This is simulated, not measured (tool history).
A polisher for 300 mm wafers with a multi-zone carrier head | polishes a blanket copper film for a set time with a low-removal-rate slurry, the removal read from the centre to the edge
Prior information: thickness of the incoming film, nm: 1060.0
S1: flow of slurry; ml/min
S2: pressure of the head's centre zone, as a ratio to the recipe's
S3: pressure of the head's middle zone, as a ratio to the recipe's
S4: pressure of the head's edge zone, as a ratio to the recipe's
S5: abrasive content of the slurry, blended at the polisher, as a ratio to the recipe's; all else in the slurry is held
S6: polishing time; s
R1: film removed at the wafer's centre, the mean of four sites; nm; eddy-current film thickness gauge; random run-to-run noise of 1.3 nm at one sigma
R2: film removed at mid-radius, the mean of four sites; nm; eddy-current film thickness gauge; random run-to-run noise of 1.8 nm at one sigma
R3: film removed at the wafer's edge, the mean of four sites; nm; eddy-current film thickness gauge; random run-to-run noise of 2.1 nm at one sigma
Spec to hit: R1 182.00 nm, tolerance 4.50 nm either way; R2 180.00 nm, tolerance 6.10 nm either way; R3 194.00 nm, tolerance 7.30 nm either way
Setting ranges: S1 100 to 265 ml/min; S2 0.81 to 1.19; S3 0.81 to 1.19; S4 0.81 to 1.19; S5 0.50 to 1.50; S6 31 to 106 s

run,day,S1,S2,S3,S4,S5,S6,R1,R2,R3
1,0.000,170,1.00,1.00,1.00,1.00,68,207.12,210.93,210.49
2,0.088,155,0.99,0.97,0.99,0.95,68,200.39,202.49,209.93
3,0.154,150,0.98,0.95,0.97,0.90,68,198.11,192.51,204.90
4,0.450,150,0.94,0.95,0.97,0.90,68,187.36,194.72,204.81
5,0.696,150,1.01,0.95,0.97,0.90,68,201.95,194.59,205.50
6,0.896,140,0.99,0.94,0.95,0.85,68,195.45,189.08,197.74
7,0.921,135,0.98,0.93,0.95,0.85,68,194.77,186.60,196.94
8,1.158,130,0.97,0.92,0.95,0.85,68,189.30,180.59,194.73
9,1.429,125,0.96,0.92,0.95,0.85,68,188.32,179.14,193.32
10,1.700,115,0.92,0.94,0.97,0.85,68,179.87,184.62,193.05

Pick the move, out of 5, that brings all results within their allowed miss; only one does.
A,1.971,110,1.01,0.99,1.06,0.85,65,?,?,?
B,1.971,110,0.92,1.00,0.94,0.90,68,?,?,?
C,1.971,100,0.91,0.90,0.95,0.80,70,?,?,?
D,1.971,100,1.03,0.87,0.99,0.95,67,?,?,?
E,1.971,130,0.93,0.98,0.96,0.85,64,?,?,?

move,R1,R2,R3
A,182.97,181.95,193.41
B,178.02,193.71,192.54
C,175.23,176.74,193.97
D,191.56,168.63,194.30
E,172.61,182.30,184.83
A: all results in spec
B: lands further from the targets than the last run did
C: the worst result of the last run now meets its target, but another is out of spec
D: takes the biggest miss from the last run beyond its target
E: the worst result of the last run now meets its target, but another is out of spec
Correct choice: A, which meets every target

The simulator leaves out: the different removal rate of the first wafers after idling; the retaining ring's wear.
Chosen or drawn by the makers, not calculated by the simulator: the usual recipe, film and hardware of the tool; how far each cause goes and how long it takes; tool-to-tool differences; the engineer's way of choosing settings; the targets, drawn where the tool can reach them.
